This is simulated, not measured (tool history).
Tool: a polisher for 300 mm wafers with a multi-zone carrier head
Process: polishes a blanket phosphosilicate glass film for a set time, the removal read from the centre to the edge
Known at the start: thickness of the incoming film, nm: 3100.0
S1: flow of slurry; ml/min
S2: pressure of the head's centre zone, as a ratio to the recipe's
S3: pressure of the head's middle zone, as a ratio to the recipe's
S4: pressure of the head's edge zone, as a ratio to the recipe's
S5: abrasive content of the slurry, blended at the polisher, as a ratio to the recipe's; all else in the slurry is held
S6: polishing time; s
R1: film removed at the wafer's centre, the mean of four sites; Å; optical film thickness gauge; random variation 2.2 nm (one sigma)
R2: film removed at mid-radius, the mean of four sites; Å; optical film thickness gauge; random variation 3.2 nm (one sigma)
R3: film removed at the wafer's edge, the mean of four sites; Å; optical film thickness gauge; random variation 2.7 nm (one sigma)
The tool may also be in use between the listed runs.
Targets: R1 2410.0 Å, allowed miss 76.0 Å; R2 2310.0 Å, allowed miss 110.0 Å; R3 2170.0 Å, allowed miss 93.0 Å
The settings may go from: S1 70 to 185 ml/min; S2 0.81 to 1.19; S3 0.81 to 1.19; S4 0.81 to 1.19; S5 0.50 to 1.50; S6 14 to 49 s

run	hour	S1	S2	S3	S4	S5	S6	R1	R2	R3
1	0.0	120	1.00	1.00	1.00	1.00	31	3062.6	3158.9	3149.8
2	2.4	95	1.00	1.00	1.00	1.00	31	2901.2	2903.9	3044.5
3	9.2	95	1.00	1.00	1.00	0.85	31	2644.6	2748.8	2737.6
4	15.7	95	1.01	0.99	0.97	0.80	31	2566.1	2626.0	2677.3
5	18.0	95	1.04	1.00	0.96	0.75	31	2561.9	2478.4	2537.7
6	21.3	95	1.08	1.00	0.96	0.75	31	2643.3	2574.7	2518.4
7	23.2	90	1.09	1.01	0.94	0.70	31	2529.2	2445.8	2418.1
8	23.7	90	1.10	1.02	0.92	0.70	31	2509.9	2501.2	2396.6
9	27.7	80	1.15	0.98	0.83	0.60	31	2322.2	2144.0	2027.3
10	31.5	85	1.14	0.99	0.84	0.60	31	2333.1	2112.4	2037.6
11	37.3	85	1.11	1.07	0.87	0.75	31	2635.9	2624.9	2412.3
12	43.9	85	1.11	1.06	0.86	0.75	31	2670.0	2632.5	2362.9
13	45.9	85	1.10	1.05	0.85	0.75	31	2611.8	2578.5	2372.5
14	49.8	85	1.10	1.04	0.84	0.75	31	2585.0	2535.1	2323.4
15	51.3	85	1.10	1.03	0.83	0.75	31	2620.7	2575.1	2314.7
16	52.8	85	1.10	1.03	0.83	0.75	31	2638.9	2559.8	2303.2
17	56.9	85	1.09	1.02	0.83	0.75	31	2561.2	2579.0	2386.2
18	63.1	85	1.10	1.02	0.83	0.75	31	2629.7	2545.3	2303.2
19	65.0	85	1.10	1.01	0.83	0.75	31	2603.5	2532.1	2314.3
20	70.9	85	1.10	1.00	0.83	0.75	31	2628.7	2463.9	2363.8

5 next moves are on the table. One of them brings every result within its allowed miss. Which?
A	76.8	95	1.18	0.94	0.81	0.80	29	?	?	?
B	76.8	70	0.96	0.82	0.90	0.80	33	?	?	?
C	76.8	80	1.04	1.10	0.94	0.70	31	?	?	?
D	76.8	75	0.99	0.95	0.84	0.70	39	?	?	?
E	76.8	115	1.04	0.96	0.82	1.05	23	?	?	?

move	R1	R2	R3
A	2748.5	2397.6	2296.9
B	2390.4	2241.6	2596.8
C	2324.0	2587.8	2351.2
D	2746.0	2823.9	2782.2
E	2380.1	2330.3	2172.4
A: further off than the last run
B: brings the result that was furthest off to its target, and leaves another outside
C: takes the result that was furthest off past its target
D: further off than the last run
E: meets every target
Move E is the one to make.
